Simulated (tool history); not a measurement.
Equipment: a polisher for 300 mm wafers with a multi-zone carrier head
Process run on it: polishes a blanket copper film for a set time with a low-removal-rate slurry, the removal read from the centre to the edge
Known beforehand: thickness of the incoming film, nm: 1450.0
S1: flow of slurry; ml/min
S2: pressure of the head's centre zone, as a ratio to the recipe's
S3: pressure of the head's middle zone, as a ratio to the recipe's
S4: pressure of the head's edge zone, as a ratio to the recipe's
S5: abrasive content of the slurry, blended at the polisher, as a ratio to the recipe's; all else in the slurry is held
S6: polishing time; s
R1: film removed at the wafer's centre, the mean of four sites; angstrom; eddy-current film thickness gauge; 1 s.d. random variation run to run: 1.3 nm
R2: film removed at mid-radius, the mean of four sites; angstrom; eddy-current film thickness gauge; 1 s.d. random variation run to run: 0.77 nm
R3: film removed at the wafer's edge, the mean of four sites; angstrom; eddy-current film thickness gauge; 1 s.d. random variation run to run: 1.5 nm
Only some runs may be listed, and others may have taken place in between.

run,day,S1,S2,S3,S4,S5,S6,R1,R2,R3
1,0.000,155,1.00,1.00,1.00,1.00,54,821.70,805.32,799.08
2,0.042,160,1.02,1.01,1.02,1.10,55,882.92,855.85,860.02
3,0.158,170,1.04,1.03,1.04,1.15,55,881.76,890.38,866.22
4,0.350,170,1.04,1.03,1.04,1.00,55,870.91,860.15,845.70
5,0.533,175,1.06,1.03,1.05,1.10,56,937.39,889.66,875.50
6,0.862,175,1.07,1.04,1.07,1.15,57,985.03,933.50,930.45
7,0.933,180,1.08,1.05,1.09,1.20,57,998.03,949.87,934.46

What does the tool deliver on the next run?
8,0.954,180,1.09,1.05,1.10,1.25,57,?,?,?

Logged for run 8: R1 1013.10 angstrom, R2 956.09 angstrom, R3 958.93 angstrom.
